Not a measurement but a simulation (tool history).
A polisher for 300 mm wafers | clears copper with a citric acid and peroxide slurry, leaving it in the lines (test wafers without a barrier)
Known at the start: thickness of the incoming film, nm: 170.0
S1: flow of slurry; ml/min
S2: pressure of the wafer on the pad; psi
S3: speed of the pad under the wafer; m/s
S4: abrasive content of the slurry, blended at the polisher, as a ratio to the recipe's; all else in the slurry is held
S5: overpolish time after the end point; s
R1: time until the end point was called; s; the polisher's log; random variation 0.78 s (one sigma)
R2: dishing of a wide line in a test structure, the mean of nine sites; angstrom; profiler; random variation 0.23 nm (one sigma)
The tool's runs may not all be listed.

Run 1, hour 0.0: S1 305 ml/min, S2 3.0 psi, S3 0.96 m/s, S4 1.00, S5 22 s. Result: R1 62.479 s, R2 247.50 angstrom.
Run 2, hour 2.4: S1 300 ml/min, S2 2.9 psi, S3 0.98 m/s, S4 1.00, S5 19 s. Result: R1 61.434 s, R2 229.70 angstrom.
Run 3, hour 7.8: S1 275 ml/min, S2 2.6 psi, S3 1.02 m/s, S4 0.95, S5 17 s. Result: R1 66.991 s, R2 202.41 angstrom.
Run 4, hour 11.9: S1 275 ml/min, S2 3.1 psi, S3 1.02 m/s, S4 0.95, S5 17 s. Result: R1 56.931 s, R2 225.20 angstrom.
Run 5, hour 16.0: S1 275 ml/min, S2 3.1 psi, S3 1.02 m/s, S4 0.95, S5 14 s. Result: R1 57.215 s, R2 201.64 angstrom.
Run 6, hour 17.0: S1 260 ml/min, S2 3.0 psi, S3 1.02 m/s, S4 0.90, S5 13 s. Result: R1 61.140 s, R2 193.46 angstrom.
Run 7, hour 20.0: S1 245 ml/min, S2 2.9 psi, S3 1.04 m/s, S4 0.85, S5 12 s. Result: R1 62.431 s, R2 169.09 angstrom.
Run 8, hour 22.5: S1 240 ml/min, S2 2.8 psi, S3 1.04 m/s, S4 0.85, S5 12 s. Result: R1 63.450 s, R2 169.99 angstrom.
Run 9, hour 31.0: S1 235 ml/min, S2 2.7 psi, S3 1.04 m/s, S4 0.85, S5 11 s. Result: R1 65.609 s, R2 158.84 angstrom.

Forecast run 10:
Run 10, hour 39.9: S1 230 ml/min, S2 2.5 psi, S3 1.04 m/s, S4 0.85, S5 7 s. Result: R1 ?, R2 ?.

R1: 71.169 s
R2: 108.94 angstrom
